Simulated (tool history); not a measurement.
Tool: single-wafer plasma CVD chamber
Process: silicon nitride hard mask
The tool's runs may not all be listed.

| run | day | heater temperature setpoint (°C) | chamber pressure (Torr) | RF power (W) | deposition time (s) | mean film thickness on the monitor wafer (Å) |
|---|---|---|---|---|---|---|
| 1 | 0.000 | 400 | 1.21 | 300 | 52.0 | 549.96 |
| 2 | 0.121 | 400 | 1.21 | 330 | 52.0 | 581.64 |
| 3 | 0.338 | 400 | 1.12 | 315 | 52.0 | 554.22 |
| 4 | 0.621 | 411 | 1.12 | 315 | 52.0 | 555.83 |
| 5 | 0.717 | 411 | 1.12 | 330 | 52.0 | 571.06 |
| 6 | 0.812 | 411 | 1.12 | 305 | 52.0 | 544.18 |
| 7 | 0.846 | 411 | 1.05 | 295 | 52.0 | 519.79 |
| 8 | 0.988 | 411 | 0.99 | 290 | 52.0 | 502.88 |

Forecast run 9:
| 9 | 1.300 | 411 | 0.94 | 290 | 52.0 | ? |

Run 9 gave mean film thickness on the monitor wafer (Å) 493.95.

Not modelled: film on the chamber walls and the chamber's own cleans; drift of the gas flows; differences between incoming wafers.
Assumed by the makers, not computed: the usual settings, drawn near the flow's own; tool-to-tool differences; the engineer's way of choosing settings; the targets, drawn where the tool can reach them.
